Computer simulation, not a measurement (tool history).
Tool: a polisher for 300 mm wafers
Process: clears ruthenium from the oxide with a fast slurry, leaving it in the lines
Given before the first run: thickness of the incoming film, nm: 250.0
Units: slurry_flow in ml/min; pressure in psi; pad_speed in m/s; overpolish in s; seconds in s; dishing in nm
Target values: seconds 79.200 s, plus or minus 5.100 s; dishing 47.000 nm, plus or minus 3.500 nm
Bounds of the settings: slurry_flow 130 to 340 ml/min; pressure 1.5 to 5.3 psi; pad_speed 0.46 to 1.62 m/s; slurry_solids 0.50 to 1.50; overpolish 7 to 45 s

| run | hour | slurry_flow | pressure | pad_speed | slurry_solids | overpolish | seconds | dishing |
|---|---|---|---|---|---|---|---|---|
| 1 | 0.0 | 220 | 3.4 | 1.04 | 1.00 | 23 | 47.720 | 102.940 |
| 2 | 6.7 | 220 | 3.4 | 1.26 | 1.00 | 23 | 38.162 | 122.340 |
| 3 | 13.6 | 220 | 3.2 | 1.22 | 1.00 | 22 | 41.775 | 106.050 |
| 4 | 14.8 | 220 | 3.7 | 1.22 | 1.00 | 22 | 37.215 | 115.900 |
| 5 | 16.1 | 220 | 3.7 | 1.34 | 1.00 | 22 | 35.174 | 128.420 |
| 6 | 16.6 | 220 | 3.5 | 1.26 | 1.00 | 21 | 37.090 | 111.030 |
| 7 | 18.1 | 220 | 3.3 | 1.20 | 1.00 | 20 | 41.633 | 102.060 |
| 8 | 27.0 | 220 | 3.1 | 1.16 | 1.00 | 19 | 45.648 | 90.464 |
| 9 | 31.3 | 220 | 2.9 | 1.12 | 1.00 | 18 | 49.489 | 82.966 |
| 10 | 35.1 | 220 | 2.8 | 1.10 | 1.00 | 17 | 50.076 | 71.553 |
| 11 | 40.6 | 220 | 2.6 | 1.08 | 1.00 | 17 | 55.529 | 69.192 |
| 12 | 43.6 | 220 | 2.5 | 1.06 | 1.00 | 17 | 58.124 | 66.178 |
| 13 | 45.5 | 220 | 2.5 | 1.06 | 1.00 | 17 | 57.935 | 64.117 |
| 14 | 51.0 | 220 | 2.4 | 1.06 | 1.00 | 17 | 59.612 | 63.987 |
| 15 | 59.8 | 220 | 2.3 | 1.06 | 1.00 | 17 | 61.914 | 62.520 |
| 16 | 67.9 | 220 | 1.5 | 1.04 | 1.00 | 14 | 85.984 | 35.662 |

Of the 4 settings listed for the next run, only one would bring every result within its allowed miss of target. Which one?
| A | 76.0 | 190 | 1.7 | 0.88 | 1.00 | 23 | ? | ? |
| B | 76.0 | 200 | 2.6 | 0.74 | 0.95 | 16 | ? | ? |
| C | 76.0 | 230 | 1.6 | 1.02 | 0.90 | 15 | ? | ? |
| D | 76.0 | 235 | 1.6 | 0.92 | 1.15 | 15 | ? | ? |

| move | seconds | dishing |
|---|---|---|
| A | 94.393 | 55.021 |
| B | 78.966 | 46.544 |
| C | 88.627 | 39.427 |
| D | 87.029 | 40.099 |
A: moves the result that the last run missed by most past its target, out the other side
B: in spec on every target
C: nearer the targets than the last run, but a result is still out of spec
D: nearer the targets than the last run, but a result is still out of spec
B is the move that brings every result within its allowed miss.

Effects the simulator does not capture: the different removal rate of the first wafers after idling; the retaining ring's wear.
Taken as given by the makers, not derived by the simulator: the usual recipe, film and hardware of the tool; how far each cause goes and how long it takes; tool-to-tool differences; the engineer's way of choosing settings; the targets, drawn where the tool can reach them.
